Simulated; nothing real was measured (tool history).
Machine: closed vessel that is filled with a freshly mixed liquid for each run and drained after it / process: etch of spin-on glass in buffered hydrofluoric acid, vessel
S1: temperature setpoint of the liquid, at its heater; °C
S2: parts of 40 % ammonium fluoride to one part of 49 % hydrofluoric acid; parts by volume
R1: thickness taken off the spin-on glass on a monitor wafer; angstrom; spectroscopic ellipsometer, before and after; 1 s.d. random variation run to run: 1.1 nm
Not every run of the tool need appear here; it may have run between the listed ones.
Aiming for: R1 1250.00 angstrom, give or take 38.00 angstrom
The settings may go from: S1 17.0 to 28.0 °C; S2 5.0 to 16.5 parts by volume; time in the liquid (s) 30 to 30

Run 1, hour 0.0: S1 20.0 °C, S2 10.0 parts by volume, time in the liquid (s) 30. Result: R1 1041.30 angstrom.
Run 2, hour 7.8: S1 21.0 °C, S2 10.0 parts by volume, time in the liquid (s) 30. Result: R1 1096.20 angstrom.
Run 3, hour 14.8: S1 21.0 °C, S2 10.0 parts by volume, time in the liquid (s) 30. Result: R1 1084.00 angstrom.
Run 4, hour 19.4: S1 21.0 °C, S2 10.0 parts by volume, time in the liquid (s) 30. Result: R1 1086.50 angstrom.
Run 5, hour 20.6: S1 21.0 °C, S2 10.0 parts by volume, time in the liquid (s) 30. Result: R1 1123.10 angstrom.
Run 6, hour 22.5: S1 21.0 °C, S2 12.0 parts by volume, time in the liquid (s) 30. Result: R1 932.07 angstrom.
Run 7, hour 24.3: S1 25.0 °C, S2 12.0 parts by volume, time in the liquid (s) 30. Result: R1 1162.50 angstrom.
Run 8, hour 25.2: S1 25.5 °C, S2 12.0 parts by volume, time in the liquid (s) 30. Result: R1 1192.10 angstrom.

Pick the move, out of 4, that brings all results within their allowed miss; only one does.
Run A, hour 26.1: S1 27.0 °C, S2 12.5 parts by volume, time in the liquid (s) 30. Result: R1 ?.
Run B, hour 26.1: S1 28.0 °C, S2 14.0 parts by volume, time in the liquid (s) 30. Result: R1 ?.
Run C, hour 26.1: S1 28.0 °C, S2 12.0 parts by volume, time in the liquid (s) 30. Result: R1 ?.
Run D, hour 26.1: S1 21.0 °C, S2 8.0 parts by volume, time in the liquid (s) 30. Result: R1 ?.

move       R1
   A  1229.00
   B  1160.30
   C  1349.10
   D  1337.40
A: in spec on every target
B: moves away from the targets compared with the last run
C: takes the biggest miss from the last run beyond its target
D: takes the biggest miss from the last run beyond its target
Correct choice: A, which meets every target
